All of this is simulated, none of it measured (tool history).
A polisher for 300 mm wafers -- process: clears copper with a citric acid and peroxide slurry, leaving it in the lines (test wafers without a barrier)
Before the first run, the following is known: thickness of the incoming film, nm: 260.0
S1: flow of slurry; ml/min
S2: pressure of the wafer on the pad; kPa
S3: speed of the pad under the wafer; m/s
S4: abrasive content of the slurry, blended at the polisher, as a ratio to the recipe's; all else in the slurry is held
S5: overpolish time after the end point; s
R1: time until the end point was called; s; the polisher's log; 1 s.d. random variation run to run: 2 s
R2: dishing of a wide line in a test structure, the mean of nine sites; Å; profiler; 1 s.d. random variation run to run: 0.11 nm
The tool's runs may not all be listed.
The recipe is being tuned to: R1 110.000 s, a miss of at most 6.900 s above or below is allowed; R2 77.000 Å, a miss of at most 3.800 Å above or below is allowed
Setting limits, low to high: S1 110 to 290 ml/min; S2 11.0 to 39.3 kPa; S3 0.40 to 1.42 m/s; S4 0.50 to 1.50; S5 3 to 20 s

| run | hour | S1 | S2 | S3 | S4 | S5 | R1 | R2 |
|---|---|---|---|---|---|---|---|---|
| 1 | 0.0 | 185 | 24.8 | 0.90 | 1.00 | 10 | 119.690 | 172.020 |
| 2 | 2.8 | 185 | 24.8 | 0.68 | 1.00 | 10 | 138.520 | 151.790 |
| 3 | 4.0 | 185 | 30.3 | 0.68 | 1.00 | 10 | 116.650 | 178.080 |
| 4 | 12.8 | 175 | 29.6 | 0.72 | 0.95 | 8 | 117.230 | 139.430 |
| 5 | 18.2 | 175 | 29.6 | 0.72 | 0.75 | 8 | 121.090 | 134.570 |
| 6 | 26.0 | 160 | 30.3 | 0.72 | 0.70 | 7 | 125.990 | 115.430 |
| 7 | 26.7 | 155 | 31.7 | 0.72 | 0.65 | 6 | 120.500 | 102.220 |
| 8 | 31.7 | 155 | 32.4 | 0.72 | 0.60 | 5 | 124.770 | 84.756 |
| 9 | 35.1 | 160 | 33.8 | 0.72 | 0.60 | 5 | 116.140 | 88.718 |
| 10 | 41.5 | 160 | 34.5 | 0.70 | 0.60 | 5 | 120.400 | 88.344 |
| 11 | 43.2 | 160 | 35.9 | 0.70 | 0.60 | 5 | 112.460 | 92.109 |
| 12 | 46.0 | 160 | 36.5 | 0.70 | 0.60 | 5 | 110.040 | 96.376 |

Next run, 4 choices. One meets every target within its allowed miss, the rest don't. Which?
| A | 48.8 | 235 | 39.3 | 0.70 | 0.70 | 3 | ? | ? |
| B | 48.8 | 155 | 39.3 | 0.90 | 0.55 | 3 | ? | ? |
| C | 48.8 | 175 | 37.2 | 0.68 | 0.60 | 4 | ? | ? |
| D | 48.8 | 185 | 38.6 | 0.86 | 0.60 | 3 | ? | ? |

| move | R1 | R2 |
|---|---|---|
| A | 92.247 | 66.874 |
| B | 90.591 | 68.078 |
| C | 106.760 | 76.867 |
| D | 89.816 | 68.653 |
A: pushes the last run's worst result past its target
B: pushes the last run's worst result past its target
C: in spec on every target
D: pushes the last run's worst result past its target
C meets every target.

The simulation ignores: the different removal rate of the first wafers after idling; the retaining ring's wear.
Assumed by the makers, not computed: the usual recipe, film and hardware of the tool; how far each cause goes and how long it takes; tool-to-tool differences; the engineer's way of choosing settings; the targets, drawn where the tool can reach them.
